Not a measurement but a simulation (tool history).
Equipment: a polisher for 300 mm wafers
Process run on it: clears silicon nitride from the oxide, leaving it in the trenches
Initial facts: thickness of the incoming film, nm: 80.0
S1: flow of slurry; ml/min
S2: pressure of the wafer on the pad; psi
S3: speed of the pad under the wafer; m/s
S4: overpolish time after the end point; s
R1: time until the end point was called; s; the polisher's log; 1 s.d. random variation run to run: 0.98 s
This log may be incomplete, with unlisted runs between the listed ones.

run,day,S1,S2,S3,S4,R1
1,0.000,260,1.9,1.08,51,127.48
2,0.050,260,1.6,1.08,51,145.33
3,0.112,295,1.6,1.08,51,143.62
4,0.379,295,1.9,1.10,51,122.68
5,0.629,295,1.9,1.10,54,125.02
6,0.712,295,2.1,1.10,54,115.27

Expected results for the next run?
7,0.929,295,2.3,1.10,54,?

Run 7 measured R1 106.32 s.
